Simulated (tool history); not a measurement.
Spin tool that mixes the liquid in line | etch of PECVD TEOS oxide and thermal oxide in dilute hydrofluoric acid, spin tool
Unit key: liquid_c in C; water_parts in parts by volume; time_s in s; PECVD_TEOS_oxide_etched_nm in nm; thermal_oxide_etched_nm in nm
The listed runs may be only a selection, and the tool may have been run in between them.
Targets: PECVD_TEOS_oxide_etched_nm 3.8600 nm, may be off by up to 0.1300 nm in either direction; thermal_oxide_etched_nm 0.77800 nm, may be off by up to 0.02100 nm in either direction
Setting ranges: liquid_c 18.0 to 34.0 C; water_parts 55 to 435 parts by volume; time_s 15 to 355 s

| run | hour | liquid_c | water_parts | time_s | PECVD_TEOS_oxide_etched_nm | thermal_oxide_etched_nm |
|---|---|---|---|---|---|---|
| 1 | 0.0 | 26.0 | 245 | 180 | 15.7700 | 3.24680 |
| 2 | 8.6 | 24.5 | 280 | 175 | 12.2630 | 2.46520 |
| 3 | 13.3 | 24.5 | 310 | 175 | 11.0910 | 2.17580 |
| 4 | 21.9 | 24.5 | 310 | 95 | 5.9034 | 1.18740 |
| 5 | 29.3 | 23.5 | 320 | 95 | 5.5001 | 1.09690 |
| 6 | 36.5 | 22.5 | 325 | 95 | 5.1607 | 1.04220 |
| 7 | 41.1 | 21.5 | 330 | 95 | 4.9523 | 1.00030 |
| 8 | 46.6 | 21.0 | 335 | 95 | 4.7098 | 0.95675 |
| 9 | 52.2 | 20.5 | 340 | 95 | 4.5270 | 0.92642 |
| 10 | 58.6 | 20.5 | 345 | 95 | 4.5011 | 0.89579 |
| 11 | 59.3 | 20.0 | 345 | 95 | 4.3293 | 0.87828 |
| 12 | 67.9 | 19.5 | 350 | 95 | 4.2206 | 0.85429 |
| 13 | 71.7 | 19.0 | 360 | 95 | 3.9236 | 0.81688 |
| 14 | 80.8 | 19.5 | 365 | 95 | 4.0057 | 0.80023 |

Pick the move, out of 5, that brings all results within their allowed miss; only one does.
| A | 89.9 | 18.5 | 395 | 100 | ? | ? |
| B | 89.9 | 21.5 | 365 | 90 | ? | ? |
| C | 89.9 | 18.0 | 315 | 80 | ? | ? |
| D | 89.9 | 18.0 | 415 | 105 | ? | ? |
| E | 89.9 | 18.5 | 365 | 100 | ? | ? |

| move | PECVD_TEOS_oxide_etched_nm | thermal_oxide_etched_nm |
|---|---|---|
| A | 3.6896 | 0.74477 |
| B | 4.0935 | 0.82630 |
| C | 3.8821 | 0.78364 |
| D | 3.5656 | 0.71973 |
| E | 4.0913 | 0.82587 |
A: takes the result that was furthest off past its target
B: the biggest miss grows against the last run
C: in spec on every target
D: takes the result that was furthest off past its target
E: the biggest miss grows against the last run
The move that meets every target is C.
